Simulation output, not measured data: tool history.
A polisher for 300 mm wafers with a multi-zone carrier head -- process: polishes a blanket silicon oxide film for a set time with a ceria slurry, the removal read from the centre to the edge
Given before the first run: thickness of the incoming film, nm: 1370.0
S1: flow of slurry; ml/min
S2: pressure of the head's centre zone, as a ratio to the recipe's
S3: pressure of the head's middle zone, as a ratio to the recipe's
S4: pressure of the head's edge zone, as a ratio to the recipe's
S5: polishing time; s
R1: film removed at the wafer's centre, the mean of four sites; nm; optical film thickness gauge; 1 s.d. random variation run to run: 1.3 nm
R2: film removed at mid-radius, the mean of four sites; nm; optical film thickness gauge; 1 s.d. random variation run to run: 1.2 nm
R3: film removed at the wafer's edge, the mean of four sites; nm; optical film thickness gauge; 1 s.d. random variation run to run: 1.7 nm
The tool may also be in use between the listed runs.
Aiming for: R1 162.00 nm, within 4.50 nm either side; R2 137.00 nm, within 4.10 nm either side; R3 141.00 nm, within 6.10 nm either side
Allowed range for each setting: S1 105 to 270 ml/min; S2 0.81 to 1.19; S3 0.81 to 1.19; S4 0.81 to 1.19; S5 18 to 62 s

Run 1, hour 0.0: S1 175 ml/min, S2 1.00, S3 1.00, S4 1.00, S5 40 s. Result: R1 176.23 nm, R2 168.58 nm, R3 165.76 nm.
Run 2, hour 2.7: S1 170 ml/min, S2 1.00, S3 0.98, S4 0.98, S5 40 s. Result: R1 175.28 nm, R2 162.91 nm, R3 160.82 nm.
Run 3, hour 5.1: S1 165 ml/min, S2 1.00, S3 0.97, S4 0.97, S5 40 s. Result: R1 175.01 nm, R2 161.78 nm, R3 161.99 nm.
Run 4, hour 7.1: S1 165 ml/min, S2 1.00, S3 0.97, S4 1.05, S5 40 s. Result: R1 177.83 nm, R2 162.57 nm, R3 167.39 nm.
Run 5, hour 13.9: S1 125 ml/min, S2 1.00, S3 0.97, S4 1.05, S5 40 s. Result: R1 162.39 nm, R2 153.08 nm, R3 162.18 nm.
Run 6, hour 21.4: S1 125 ml/min, S2 1.01, S3 0.96, S4 1.03, S5 40 s. Result: R1 165.19 nm, R2 151.65 nm, R3 162.57 nm.
Run 7, hour 22.6: S1 125 ml/min, S2 1.01, S3 0.96, S4 1.01, S5 40 s. Result: R1 164.33 nm, R2 152.64 nm, R3 156.67 nm.
Run 8, hour 27.4: S1 125 ml/min, S2 1.01, S3 0.95, S4 1.00, S5 40 s. Result: R1 164.74 nm, R2 148.77 nm, R3 158.16 nm.
Run 9, hour 28.4: S1 125 ml/min, S2 1.01, S3 0.95, S4 1.00, S5 40 s. Result: R1 162.31 nm, R2 150.76 nm, R3 156.09 nm.
Run 10, hour 34.1: S1 125 ml/min, S2 1.02, S3 0.94, S4 0.99, S5 40 s. Result: R1 164.39 nm, R2 147.62 nm, R3 161.41 nm.
Run 11, hour 36.4: S1 130 ml/min, S2 1.03, S3 0.94, S4 0.97, S5 39 s. Result: R1 166.09 nm, R2 145.71 nm, R3 154.14 nm.
Run 12, hour 38.9: S1 130 ml/min, S2 1.03, S3 0.94, S4 0.96, S5 39 s. Result: R1 168.49 nm, R2 146.96 nm, R3 149.39 nm.
Run 13, hour 42.6: S1 120 ml/min, S2 1.03, S3 0.92, S4 0.94, S5 39 s. Result: R1 162.30 nm, R2 140.62 nm, R3 150.41 nm.
Run 14, hour 51.3: S1 120 ml/min, S2 1.03, S3 0.92, S4 0.93, S5 39 s. Result: R1 159.09 nm, R2 139.44 nm, R3 148.50 nm.
Run 15, hour 54.2: S1 120 ml/min, S2 1.03, S3 0.92, S4 0.93, S5 39 s. Result: R1 162.80 nm, R2 141.93 nm, R3 147.82 nm.

5 next moves are on the table. One of them brings every result within its allowed miss. Which?
Run A, hour 57.1: S1 165 ml/min, S2 0.99, S3 0.87, S4 0.97, S5 37 s. Result: R1 ?, R2 ?, R3 ?.
Run B, hour 57.1: S1 115 ml/min, S2 0.93, S3 0.91, S4 0.96, S5 41 s. Result: R1 ?, R2 ?, R3 ?.
Run C, hour 57.1: S1 110 ml/min, S2 1.07, S3 0.93, S4 0.91, S5 42 s. Result: R1 ?, R2 ?, R3 ?.
Run D, hour 57.1: S1 120 ml/min, S2 1.04, S3 0.91, S4 0.84, S5 39 s. Result: R1 ?, R2 ?, R3 ?.
Run E, hour 57.1: S1 120 ml/min, S2 0.86, S3 0.87, S4 0.87, S5 43 s. Result: R1 ?, R2 ?, R3 ?.

move      R1      R2      R3
   A  159.30  135.70  149.44
   B  150.18  143.02  154.76
   C  174.36  147.06  153.14
   D  162.10  137.69  139.68
   E  147.64  146.40  156.53
A: brings the result that was furthest off to its target, and leaves another outside
B: misses by more than the last run did
C: misses by more than the last run did
D: all results land within tolerance of their targets
E: misses by more than the last run did
Go with D: it meets all targets.

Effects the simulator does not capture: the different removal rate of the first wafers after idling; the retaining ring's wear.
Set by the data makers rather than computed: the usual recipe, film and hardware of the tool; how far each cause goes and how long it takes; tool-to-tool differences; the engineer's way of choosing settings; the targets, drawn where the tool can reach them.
